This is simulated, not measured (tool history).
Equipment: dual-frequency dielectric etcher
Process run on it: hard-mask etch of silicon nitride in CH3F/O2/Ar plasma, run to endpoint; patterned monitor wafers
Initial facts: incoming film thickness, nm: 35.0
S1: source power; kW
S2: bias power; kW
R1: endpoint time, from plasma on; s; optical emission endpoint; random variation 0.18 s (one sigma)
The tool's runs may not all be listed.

{"run": 1, "day": 0.0, "S1": 0.33, "S2": 0.097, "R1": 47.144}
{"run": 2, "day": 0.262, "S1": 0.35, "S2": 0.098, "R1": 45.941}
{"run": 3, "day": 0.629, "S1": 0.31, "S2": 0.098, "R1": 49.433}
{"run": 4, "day": 0.829, "S1": 0.33, "S2": 0.098, "R1": 47.443}
{"run": 5, "day": 1.079, "S1": 0.33, "S2": 0.086, "R1": 49.528}
{"run": 6, "day": 1.421, "S1": 0.33, "S2": 0.073, "R1": 52.059}
{"run": 7, "day": 1.592, "S1": 0.36, "S2": 0.074, "R1": 49.505}
{"run": 8, "day": 1.938, "S1": 0.38, "S2": 0.075, "R1": 47.686}

What does the tool deliver on the next run?
{"run": 9, "day": 2.271, "S1": 0.4, "S2": 0.075, "R1": "?"}

R1: 46.983 s
